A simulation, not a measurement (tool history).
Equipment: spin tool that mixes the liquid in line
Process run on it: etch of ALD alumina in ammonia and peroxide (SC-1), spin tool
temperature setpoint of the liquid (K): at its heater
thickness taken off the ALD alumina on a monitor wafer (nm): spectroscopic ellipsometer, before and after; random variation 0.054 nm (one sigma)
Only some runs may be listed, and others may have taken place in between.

run  hour  temperature setpoint of the liquid (K)  parts of 29 % ammonia solution to one part of 30 % peroxide (parts by volume)  time under the liquid (s)  thickness taken off the ALD alumina on a monitor wafer (nm)
  1     0                                  324.15                                                                            0.7                        195                                                       8.2435
  2   5.6                                  323.15                                                                            0.7                        195                                                       7.8301
  3  10.9                                  322.65                                                                            0.7                        195                                                        7.473
  4  19.4                                  326.15                                                                            0.7                        195                                                       9.2357
  5  21.2                                  326.15                                                                            0.9                        195                                                       9.3395
  6  24.3                                  326.15                                                                            0.9                        195                                                       9.4139
  7  28.1                                  325.15                                                                            0.9                        195                                                       8.8248
  8  29.3                                  324.15                                                                            0.9                        195                                                       8.3696

The next listed run, before its measurement:
  9  30.4                                  323.15                                                                            0.9                        195                                                            ?

{"run 9": {"thickness taken off the ALD alumina on a monitor wafer (nm)": 7.9418}}
